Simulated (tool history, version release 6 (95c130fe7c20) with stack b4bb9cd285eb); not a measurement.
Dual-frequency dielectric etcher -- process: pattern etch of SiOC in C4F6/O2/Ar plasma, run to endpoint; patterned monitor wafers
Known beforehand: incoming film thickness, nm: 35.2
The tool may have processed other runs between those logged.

run	day	bias power (W)	source power (W)	endpoint time (s)
1	0.000	496	420	11.032
2	0.271	552	420	10.700
3	0.442	552	360	11.511
4	0.771	565	370	11.233
5	0.842	491	370	11.716
6	0.908	507	380	11.488
7	1.133	522	390	11.230

Predict the results of run 8:
8	1.492	535	400	?

endpoint time (s): 10.994
